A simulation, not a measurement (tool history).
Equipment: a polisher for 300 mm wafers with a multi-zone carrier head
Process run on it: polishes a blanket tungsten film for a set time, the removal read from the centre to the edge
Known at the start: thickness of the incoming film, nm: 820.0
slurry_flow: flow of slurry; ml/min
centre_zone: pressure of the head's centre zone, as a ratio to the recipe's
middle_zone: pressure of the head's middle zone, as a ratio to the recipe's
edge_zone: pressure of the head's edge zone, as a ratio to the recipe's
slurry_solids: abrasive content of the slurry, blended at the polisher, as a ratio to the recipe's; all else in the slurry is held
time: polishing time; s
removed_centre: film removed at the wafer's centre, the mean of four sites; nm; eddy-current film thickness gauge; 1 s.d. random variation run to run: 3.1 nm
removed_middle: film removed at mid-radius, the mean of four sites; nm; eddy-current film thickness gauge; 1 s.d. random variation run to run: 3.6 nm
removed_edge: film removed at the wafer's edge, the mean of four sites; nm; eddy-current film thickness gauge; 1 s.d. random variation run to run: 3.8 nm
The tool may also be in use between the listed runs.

{"run": 1, "hour": 0.0, "slurry_flow": 155, "centre_zone": 1.0, "middle_zone": 1.0, "edge_zone": 1.0, "slurry_solids": 1.0, "time": 57, "removed_centre": 208.4, "removed_middle": 210.79, "removed_edge": 205.71}
{"run": 2, "hour": 4.9, "slurry_flow": 155, "centre_zone": 1.06, "middle_zone": 1.0, "edge_zone": 1.0, "slurry_solids": 1.0, "time": 57, "removed_centre": 223.6, "removed_middle": 214.54, "removed_edge": 211.24}
{"run": 3, "hour": 7.9, "slurry_flow": 150, "centre_zone": 1.03, "middle_zone": 0.98, "edge_zone": 1.04, "slurry_solids": 1.1, "time": 60, "removed_centre": 231.7, "removed_middle": 225.7, "removed_edge": 228.74}
{"run": 4, "hour": 12.6, "slurry_flow": 150, "centre_zone": 1.0, "middle_zone": 0.96, "edge_zone": 1.08, "slurry_solids": 1.2, "time": 62, "removed_centre": 238.71, "removed_middle": 235.65, "removed_edge": 242.62}
{"run": 5, "hour": 16.4, "slurry_flow": 150, "centre_zone": 1.0, "middle_zone": 0.93, "edge_zone": 1.08, "slurry_solids": 1.2, "time": 62, "removed_centre": 245.03, "removed_middle": 223.27, "removed_edge": 248.07}
{"run": 6, "hour": 20.9, "slurry_flow": 150, "centre_zone": 1.0, "middle_zone": 0.97, "edge_zone": 1.08, "slurry_solids": 1.2, "time": 62, "removed_centre": 235.65, "removed_middle": 240.96, "removed_edge": 245.41}
{"run": 7, "hour": 29.8, "slurry_flow": 150, "centre_zone": 0.97, "middle_zone": 0.95, "edge_zone": 1.11, "slurry_solids": 1.25, "time": 63, "removed_centre": 239.38, "removed_middle": 241.07, "removed_edge": 259.57}
{"run": 8, "hour": 33.7, "slurry_flow": 155, "centre_zone": 0.96, "middle_zone": 0.94, "edge_zone": 1.13, "slurry_solids": 1.3, "time": 63, "removed_centre": 244.61, "removed_middle": 248.76, "removed_edge": 260.82}
{"run": 9, "hour": 37.2, "slurry_flow": 145, "centre_zone": 0.94, "middle_zone": 0.93, "edge_zone": 1.14, "slurry_solids": 1.35, "time": 64, "removed_centre": 238.57, "removed_middle": 244.42, "removed_edge": 266.96}
{"run": 10, "hour": 38.9, "slurry_flow": 145, "centre_zone": 0.93, "middle_zone": 0.92, "edge_zone": 1.15, "slurry_solids": 1.35, "time": 65, "removed_centre": 245.89, "removed_middle": 250.06, "removed_edge": 274.11}
{"run": 11, "hour": 40.7, "slurry_flow": 140, "centre_zone": 0.91, "middle_zone": 0.91, "edge_zone": 1.16, "slurry_solids": 1.35, "time": 66, "removed_centre": 230.51, "removed_middle": 244.92, "removed_edge": 282.7}
{"run": 12, "hour": 46.9, "slurry_flow": 140, "centre_zone": 0.91, "middle_zone": 0.9, "edge_zone": 1.16, "slurry_solids": 1.35, "time": 66, "removed_centre": 237.32, "removed_middle": 246.74, "removed_edge": 280.01}

For run 13, what comes out?
{"run": 13, "hour": 53.6, "slurry_flow": 140, "centre_zone": 0.91, "middle_zone": 0.89, "edge_zone": 1.17, "slurry_solids": 1.35, "time": 66, "removed_centre": "?", "removed_middle": "?", "removed_edge": "?"}

Logged for run 13: removed_centre 233.74 nm, removed_middle 241.13 nm, removed_edge 276.11 nm.

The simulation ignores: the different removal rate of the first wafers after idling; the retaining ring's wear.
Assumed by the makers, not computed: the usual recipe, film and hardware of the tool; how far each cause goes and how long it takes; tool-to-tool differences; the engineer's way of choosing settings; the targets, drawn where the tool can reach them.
